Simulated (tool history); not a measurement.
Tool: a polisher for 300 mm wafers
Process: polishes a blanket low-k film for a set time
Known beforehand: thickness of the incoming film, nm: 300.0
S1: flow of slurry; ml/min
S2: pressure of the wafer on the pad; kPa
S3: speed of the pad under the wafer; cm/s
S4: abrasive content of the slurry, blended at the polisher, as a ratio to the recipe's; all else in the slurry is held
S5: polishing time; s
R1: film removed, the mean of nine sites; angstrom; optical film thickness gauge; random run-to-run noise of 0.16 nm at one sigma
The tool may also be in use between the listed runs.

Run 1, day 0.000: S1 280 ml/min, S2 16.5 kPa, S3 94 cm/s, S4 1.0, S5 95 s. Result: R1 374.97 angstrom.
Run 2, day 0.092: S1 325 ml/min, S2 16.5 kPa, S3 94 cm/s, S4 1.0, S5 95 s. Result: R1 378.54 angstrom.
Run 3, day 0.133: S1 325 ml/min, S2 15.2 kPa, S3 94 cm/s, S4 1.0, S5 95 s. Result: R1 347.24 angstrom.
Run 4, day 0.275: S1 325 ml/min, S2 15.2 kPa, S3 106 cm/s, S4 1.0, S5 95 s. Result: R1 379.10 angstrom.
Run 5, day 0.617: S1 325 ml/min, S2 11.7 kPa, S3 106 cm/s, S4 1.0, S5 95 s. Result: R1 295.57 angstrom.
Run 6, day 0.829: S1 325 ml/min, S2 11.7 kPa, S3 122 cm/s, S4 1.0, S5 95 s. Result: R1 324.23 angstrom.
Run 7, day 1.008: S1 295 ml/min, S2 7.6 kPa, S3 122 cm/s, S4 1.0, S5 95 s. Result: R1 217.80 angstrom.
Run 8, day 1.329: S1 320 ml/min, S2 7.6 kPa, S3 122 cm/s, S4 1.0, S5 95 s. Result: R1 216.21 angstrom.
Run 9, day 1.621: S1 320 ml/min, S2 11.0 kPa, S3 122 cm/s, S4 1.0, S5 95 s. Result: R1 309.71 angstrom.
Run 10, day 1.654: S1 295 ml/min, S2 11.0 kPa, S3 122 cm/s, S4 1.0, S5 95 s. Result: R1 306.50 angstrom.

Run 11, settings as shown, results not yet in. Your forecast:
Run 11, day 1.679: S1 295 ml/min, S2 10.3 kPa, S3 122 cm/s, S4 1.0, S5 95 s. Result: R1 ?.

Run 11 yielded R1 287.22 angstrom.
